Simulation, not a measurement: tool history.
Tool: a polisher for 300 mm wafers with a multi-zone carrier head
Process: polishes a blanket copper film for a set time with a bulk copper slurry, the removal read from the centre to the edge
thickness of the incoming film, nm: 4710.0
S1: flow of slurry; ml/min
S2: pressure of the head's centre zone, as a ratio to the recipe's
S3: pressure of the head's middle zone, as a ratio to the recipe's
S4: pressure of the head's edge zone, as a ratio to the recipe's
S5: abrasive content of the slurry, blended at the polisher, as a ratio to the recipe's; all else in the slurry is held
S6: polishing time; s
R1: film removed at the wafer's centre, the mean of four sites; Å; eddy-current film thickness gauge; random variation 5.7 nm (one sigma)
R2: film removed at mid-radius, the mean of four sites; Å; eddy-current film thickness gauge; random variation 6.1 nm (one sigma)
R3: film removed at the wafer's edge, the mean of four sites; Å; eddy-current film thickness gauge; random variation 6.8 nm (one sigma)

run 1 day=0 | S1=310 S2=1 S3=1 S4=1 S5=1 S6=71 | R1=5934 R2=5900.2 R3=6108.8
run 2 day=0.212 | S1=310 S2=1.06 S3=1 S4=1 S5=1 S6=71 | R1=6146.8 R2=6002.6 R3=6044.1
run 3 day=0.562 | S1=310 S2=1.05 S3=1.02 S4=0.97 S5=0.85 S6=69 | R1=6017.1 R2=5764.8 R3=5522.5
run 4 day=0.908 | S1=310 S2=1.05 S3=1.02 S4=0.97 S5=0.85 S6=63 | R1=5450.5 R2=5303.1 R3=5195.9
run 5 day=1.058 | S1=310 S2=1.05 S3=1.02 S4=0.97 S5=0.85 S6=75 | R1=6506.9 R2=6415.2 R3=6217.5
run 6 day=1.088 | S1=310 S2=1.01 S3=1.03 S4=0.95 S5=0.75 S6=71 | R1=5819.5 R2=6009.9 R3=5751.8

Run 7 comes next. What will it give?
run 7 day=1.183 | S1=310 S2=1 S3=1.03 S4=0.93 S5=0.7 S6=68 | R1=? R2=? R3=?

{"run 7": {"R1": 5518.4, "R2": 5669.1, "R3": 5296}}
